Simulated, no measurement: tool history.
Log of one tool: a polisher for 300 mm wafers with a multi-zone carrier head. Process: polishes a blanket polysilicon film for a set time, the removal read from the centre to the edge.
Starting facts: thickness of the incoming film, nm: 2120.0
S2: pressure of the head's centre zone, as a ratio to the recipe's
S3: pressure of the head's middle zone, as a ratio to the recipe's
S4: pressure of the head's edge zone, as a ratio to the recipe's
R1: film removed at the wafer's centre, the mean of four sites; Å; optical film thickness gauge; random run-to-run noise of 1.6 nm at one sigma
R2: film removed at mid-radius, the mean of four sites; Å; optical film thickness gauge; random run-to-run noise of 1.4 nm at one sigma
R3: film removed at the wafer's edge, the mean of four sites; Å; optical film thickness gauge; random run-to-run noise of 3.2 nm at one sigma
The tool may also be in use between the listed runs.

Run 1, day 0: flow of slurry (ml/min) 185, S2 1, S3 1, S4 1, polishing time (s) 41. Result: R1 3151.4 Å, R2 3177.2 Å, R3 3266.3 Å.
Run 2, day 0.346: flow of slurry (ml/min) 165, S2 0.94, S3 0.95, S4 1, polishing time (s) 36. Result: R1 2513.1 Å, R2 2662.4 Å, R3 2711.1 Å.
Run 3, day 0.471: flow of slurry (ml/min) 165, S2 0.86, S3 0.95, S4 1, polishing time (s) 36. Result: R1 2345.6 Å, R2 2664.9 Å, R3 2812.4 Å.
Run 4, day 0.808: flow of slurry (ml/min) 165, S2 0.86, S3 0.95, S4 1, polishing time (s) 41. Result: R1 2623.3 Å, R2 2998.2 Å, R3 3159.9 Å.
Run 5, day 1.142: flow of slurry (ml/min) 155, S2 0.84, S3 0.9, S4 1.03, polishing time (s) 37. Result: R1 2350.6 Å, R2 2559.6 Å, R3 2913.5 Å.
Run 6, day 1.325: flow of slurry (ml/min) 140, S2 0.83, S3 0.89, S4 1.03, polishing time (s) 34. Result: R1 2089.7 Å, R2 2324.7 Å, R3 2575.9 Å.
Run 7, day 1.488: flow of slurry (ml/min) 130, S2 0.82, S3 0.88, S4 1.05, polishing time (s) 32. Result: R1 1909 Å, R2 2136.6 Å, R3 2523.4 Å.
Run 8, day 1.554: flow of slurry (ml/min) 125, S2 0.82, S3 0.87, S4 1.03, polishing time (s) 31. Result: R1 1797.3 Å, R2 2009.9 Å, R3 2318.6 Å.
Run 9, day 1.854: flow of slurry (ml/min) 120, S2 0.82, S3 0.86, S4 1.03, polishing time (s) 31. Result: R1 1778 Å, R2 1987 Å, R3 2387.1 Å.

Run 10 has not been measured yet. What should we expect?
At day 1.879: worn pad replaced by a new one.
Run 10, day 1.879: flow of slurry (ml/min) 120, S2 0.83, S3 0.85, S4 1, polishing time (s) 31. Result: R1 ?, R2 ?, R3 ?.

Run 10 yielded R1 1933.4 Å, R2 2098.9 Å, R3 2502.4 Å.
